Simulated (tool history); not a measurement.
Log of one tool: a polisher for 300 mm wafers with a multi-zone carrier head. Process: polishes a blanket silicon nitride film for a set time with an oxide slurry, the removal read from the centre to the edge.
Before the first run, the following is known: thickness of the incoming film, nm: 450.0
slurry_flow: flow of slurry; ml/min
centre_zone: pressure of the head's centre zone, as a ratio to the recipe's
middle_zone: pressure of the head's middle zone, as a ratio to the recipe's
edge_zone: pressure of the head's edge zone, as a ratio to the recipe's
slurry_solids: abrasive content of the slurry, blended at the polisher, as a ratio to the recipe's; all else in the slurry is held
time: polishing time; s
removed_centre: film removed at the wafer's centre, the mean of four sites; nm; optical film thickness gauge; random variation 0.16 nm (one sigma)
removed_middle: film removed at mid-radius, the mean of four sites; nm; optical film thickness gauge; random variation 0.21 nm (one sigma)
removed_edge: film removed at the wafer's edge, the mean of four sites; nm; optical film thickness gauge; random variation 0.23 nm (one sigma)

{"run": 1, "hour": 0.0, "slurry_flow": 270, "centre_zone": 1.0, "middle_zone": 1.0, "edge_zone": 1.0, "slurry_solids": 1.0, "time": 55, "removed_centre": 26.381, "removed_middle": 25.188, "removed_edge": 25.962}
{"run": 2, "hour": 2.6, "slurry_flow": 270, "centre_zone": 0.97, "middle_zone": 1.01, "edge_zone": 0.98, "slurry_solids": 0.9, "time": 54, "removed_centre": 23.182, "removed_middle": 24.459, "removed_edge": 23.949}
{"run": 3, "hour": 4.5, "slurry_flow": 270, "centre_zone": 0.96, "middle_zone": 1.0, "edge_zone": 0.96, "slurry_solids": 0.85, "time": 54, "removed_centre": 22.887, "removed_middle": 23.208, "removed_edge": 23.212}
{"run": 4, "hour": 7.2, "slurry_flow": 270, "centre_zone": 0.94, "middle_zone": 1.0, "edge_zone": 0.94, "slurry_solids": 0.8, "time": 54, "removed_centre": 21.85, "removed_middle": 22.305, "removed_edge": 22.577}
{"run": 5, "hour": 8.1, "slurry_flow": 270, "centre_zone": 0.93, "middle_zone": 1.01, "edge_zone": 0.93, "slurry_solids": 0.75, "time": 54, "removed_centre": 20.676, "removed_middle": 22.255, "removed_edge": 21.856}
{"run": 6, "hour": 10.4, "slurry_flow": 270, "centre_zone": 0.93, "middle_zone": 1.01, "edge_zone": 0.93, "slurry_solids": 0.75, "time": 65, "removed_centre": 24.942, "removed_middle": 26.975, "removed_edge": 26.424}

The next listed run, before its measurement:
{"run": 7, "hour": 15.3, "slurry_flow": 270, "centre_zone": 0.92, "middle_zone": 1.02, "edge_zone": 0.91, "slurry_solids": 0.7, "time": 63, "removed_centre": "?", "removed_middle": "?", "removed_edge": "?"}

For run 7 the tool returned removed_centre 23.242 nm, removed_middle 25.015 nm, removed_edge 24.295 nm.

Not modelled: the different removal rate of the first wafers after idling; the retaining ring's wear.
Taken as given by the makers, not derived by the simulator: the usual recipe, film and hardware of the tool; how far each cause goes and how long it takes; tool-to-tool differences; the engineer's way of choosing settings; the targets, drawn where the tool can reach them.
